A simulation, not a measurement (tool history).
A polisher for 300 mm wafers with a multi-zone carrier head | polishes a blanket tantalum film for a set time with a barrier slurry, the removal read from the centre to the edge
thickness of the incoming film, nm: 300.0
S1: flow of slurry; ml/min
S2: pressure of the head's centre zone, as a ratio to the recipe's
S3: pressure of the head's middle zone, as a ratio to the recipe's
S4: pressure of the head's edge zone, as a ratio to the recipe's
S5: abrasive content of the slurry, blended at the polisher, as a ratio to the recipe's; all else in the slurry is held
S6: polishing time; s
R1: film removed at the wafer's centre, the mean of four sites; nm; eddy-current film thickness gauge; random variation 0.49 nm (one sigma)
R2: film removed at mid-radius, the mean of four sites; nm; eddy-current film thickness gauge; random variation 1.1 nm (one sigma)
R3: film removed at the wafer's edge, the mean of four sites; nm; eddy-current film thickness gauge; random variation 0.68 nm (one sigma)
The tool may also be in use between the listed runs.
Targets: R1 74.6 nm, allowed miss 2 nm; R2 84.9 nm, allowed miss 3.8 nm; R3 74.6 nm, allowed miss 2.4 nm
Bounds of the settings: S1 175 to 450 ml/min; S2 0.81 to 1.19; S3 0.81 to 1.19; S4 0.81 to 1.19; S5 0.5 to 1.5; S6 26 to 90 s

run,hour,S1,S2,S3,S4,S5,S6,R1,R2,R3
1,0,290,1,1,1,1,58,98.659,101.53,101.32
2,4.6,330,1,1,1,1,58,99.291,107.04,100.62
3,10.6,340,0.99,0.99,0.98,0.9,57,93.409,97.464,94.389
4,13.7,355,0.98,1,0.96,0.85,57,90.32,95.783,92.21
5,21.1,365,0.98,1.02,0.94,0.8,57,87.161,95.205,88.425
6,26.6,295,0.98,1.02,0.94,0.8,57,84.562,92.745,85.52
7,34.3,285,0.97,1.02,0.92,0.8,57,84.156,91.788,84.844
8,35.9,280,0.96,1.02,0.9,0.8,57,83.241,90.924,85.127
9,43.8,275,0.96,1.03,0.89,0.75,57,79.696,87.103,80.004
10,48.9,265,0.96,1.04,0.88,0.75,57,79.675,87.428,79.891
11,57.7,265,0.93,1.06,0.81,0.6,57,62.789,74.104,63.027
12,61.2,265,0.94,1.06,0.83,0.6,57,63.171,72.486,63.97
13,69.1,270,0.95,1.07,0.85,0.6,57,64.853,72.861,64.972
14,71.5,270,0.95,1.07,0.85,0.6,57,64.119,72.812,65.547
15,76.5,275,0.94,1.05,0.85,0.6,57,64.173,72.523,64.328
16,78.3,275,0.94,1.05,0.85,0.6,57,64.348,73.233,64.631
17,80.1,285,0.95,1.06,0.85,0.6,57,64.53,73.311,65.864
18,82.9,285,0.95,1.06,0.85,0.65,57,70.086,79.461,69.365
19,87.8,295,0.95,1.06,0.86,0.65,57,71.339,79.992,69.632
20,92.2,330,0.94,1.09,0.96,0.75,57,79.533,94.943,83.898
21,97.4,320,0.94,1.09,0.94,0.75,57,78.89,95.324,82.818
22,99.1,310,0.94,1.08,0.92,0.75,57,78.754,92.48,82.033

Which of these 5 next moves meets every target?
A,100.8,295,1.09,0.96,0.97,0.7,55,?,?,?
B,100.8,275,0.95,1.06,0.86,0.8,52,?,?,?
C,100.8,320,0.92,1.05,0.96,0.75,52,?,?,?
D,100.8,300,0.87,0.98,0.99,0.8,55,?,?,?
E,100.8,300,0.93,1.16,0.95,0.65,66,?,?,?

move,R1,R2,R3
A,80.964,74.955,75.909
B,73.873,83.776,74.084
C,70.04,80.948,75.608
D,73.061,83.989,84.35
E,79.386,98.597,84.474
A: brings the result that was furthest off to its target, and leaves another outside
B: meets every target
C: brings the result that was furthest off to its target, and leaves another outside
D: further off than the last run
E: further off than the last run
Answer: B
